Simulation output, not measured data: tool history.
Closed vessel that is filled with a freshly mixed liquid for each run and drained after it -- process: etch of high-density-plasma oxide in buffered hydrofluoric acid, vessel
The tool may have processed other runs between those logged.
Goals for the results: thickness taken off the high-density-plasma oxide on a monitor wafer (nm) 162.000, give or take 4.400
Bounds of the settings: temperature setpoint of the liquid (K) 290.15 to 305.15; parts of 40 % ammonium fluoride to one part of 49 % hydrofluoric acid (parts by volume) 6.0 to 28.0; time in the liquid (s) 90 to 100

run,hour,temperature setpoint of the liquid (K),parts of 40 % ammonium fluoride to one part of 49 % hydrofluoric acid (parts by volume),time in the liquid (s),thickness taken off the high-density-plasma oxide on a monitor wafer (nm)
1,0.0,297.15,17.0,90,57.689
2,5.2,299.65,14.0,90,79.871
3,8.0,299.65,9.0,90,121.940
4,9.2,302.65,9.0,90,144.280
5,10.0,303.15,9.0,90,148.630
6,12.5,303.65,9.0,90,151.950
7,16.3,303.65,9.0,90,152.210
8,24.5,304.15,9.0,90,155.270

Consider the 5 candidate settings below. Which is the only one whose results all fall within their allowed miss of target?
A,32.7,299.15,7.0,95,?
B,32.7,304.65,9.5,90,?
C,32.7,302.65,8.5,90,?
D,32.7,303.65,10.0,95,?
E,32.7,305.15,11.5,100,?

move,thickness taken off the high-density-plasma oxide on a monitor wafer (nm)
A,161.030
B,154.210
C,150.290
D,147.000
E,146.010
A: every result within its allowed miss
B: further off than the last run
C: further off than the last run
D: further off than the last run
E: further off than the last run
The right move is A.

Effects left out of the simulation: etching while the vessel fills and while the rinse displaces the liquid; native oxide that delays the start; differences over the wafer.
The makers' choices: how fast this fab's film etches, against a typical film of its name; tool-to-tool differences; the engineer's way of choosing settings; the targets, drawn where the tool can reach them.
